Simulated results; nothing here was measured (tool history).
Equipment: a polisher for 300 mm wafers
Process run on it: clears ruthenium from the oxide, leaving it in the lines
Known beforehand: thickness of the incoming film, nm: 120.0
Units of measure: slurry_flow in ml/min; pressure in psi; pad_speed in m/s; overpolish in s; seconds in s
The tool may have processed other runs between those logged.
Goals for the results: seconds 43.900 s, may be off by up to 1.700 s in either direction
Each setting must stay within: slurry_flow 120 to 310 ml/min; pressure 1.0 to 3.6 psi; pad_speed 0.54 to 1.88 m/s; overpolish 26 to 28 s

run,hour,slurry_flow,pressure,pad_speed,overpolish,seconds
1,0.0,200,2.3,1.20,26,85.451
2,5.8,200,2.5,1.22,26,79.236
3,7.4,200,2.9,1.22,26,66.745
4,12.3,200,3.0,1.24,26,63.909
5,21.1,200,3.1,1.26,26,63.125
6,25.7,200,2.8,1.26,26,67.869
7,29.8,200,2.9,1.28,26,64.910
8,36.4,200,2.9,1.28,26,65.105
9,39.5,200,3.0,1.30,26,61.753
10,44.4,200,3.1,1.32,26,60.367
11,51.9,200,3.2,1.36,26,55.955
12,58.1,200,3.3,1.38,26,53.513
13,60.7,210,3.6,1.48,26,45.917

Pick the move, out of 5, that brings all results within their allowed miss; only one does.
A,63.3,180,3.6,1.58,26,?
B,63.3,215,3.6,1.76,26,?
C,63.3,240,3.4,1.50,26,?
D,63.3,245,3.6,1.74,26,?
E,63.3,170,3.3,1.64,28,?

move,seconds
A,44.885
B,40.204
C,48.299
D,40.130
E,47.613
A: each result inside its tolerance
B: takes the biggest miss from the last run beyond its target
C: misses by more than the last run did
D: takes the biggest miss from the last run beyond its target
E: misses by more than the last run did
A is the move that brings every result within its allowed miss.
